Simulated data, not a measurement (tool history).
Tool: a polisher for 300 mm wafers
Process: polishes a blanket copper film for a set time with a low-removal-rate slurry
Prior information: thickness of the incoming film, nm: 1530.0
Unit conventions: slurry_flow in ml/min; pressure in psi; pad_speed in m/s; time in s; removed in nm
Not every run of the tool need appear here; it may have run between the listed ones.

run 1 day=0 | slurry_flow=260 pressure=3.4 pad_speed=1.22 slurry_solids=1 time=115 | removed=585.11
run 2 day=0.262 | slurry_flow=260 pressure=3.4 pad_speed=1.22 slurry_solids=1 time=115 | removed=586
run 3 day=0.379 | slurry_flow=260 pressure=3.4 pad_speed=0.96 slurry_solids=1 time=115 | removed=460.23
run 4 day=0.529 | slurry_flow=260 pressure=3.6 pad_speed=0.96 slurry_solids=1 time=115 | removed=491.95
run 5 day=0.871 | slurry_flow=260 pressure=3.6 pad_speed=0.96 slurry_solids=0.8 time=115 | removed=472.48
run 6 day=1.017 | slurry_flow=260 pressure=3 pad_speed=0.96 slurry_solids=0.8 time=115 | removed=393.09
run 7 day=1.179 | slurry_flow=260 pressure=3.2 pad_speed=0.96 slurry_solids=0.8 time=115 | removed=421.55
run 8 day=1.55 | slurry_flow=260 pressure=3.2 pad_speed=0.96 slurry_solids=0.8 time=115 | removed=419.64
run 9 day=1.675 | slurry_flow=260 pressure=3.4 pad_speed=0.96 slurry_solids=0.8 time=115 | removed=439.98
run 10 day=1.958 | slurry_flow=260 pressure=3.6 pad_speed=0.96 slurry_solids=0.8 time=115 | removed=469.22
run 11 day=2.1 | slurry_flow=260 pressure=3.8 pad_speed=0.96 slurry_solids=0.8 time=115 | removed=496.6
run 12 day=2.15 | slurry_flow=260 pressure=4 pad_speed=0.96 slurry_solids=0.8 time=115 | removed=517.11
run 13 day=2.238 | slurry_flow=260 pressure=4.2 pad_speed=0.96 slurry_solids=0.8 time=115 | removed=539.89
run 14 day=2.354 | slurry_flow=260 pressure=4.2 pad_speed=0.96 slurry_solids=0.8 time=115 | removed=544.94

Expected results for the next run?
run 15 day=2.517 | slurry_flow=260 pressure=4.3 pad_speed=0.96 slurry_solids=0.8 time=115 | removed=?

removed: 560.63 nm
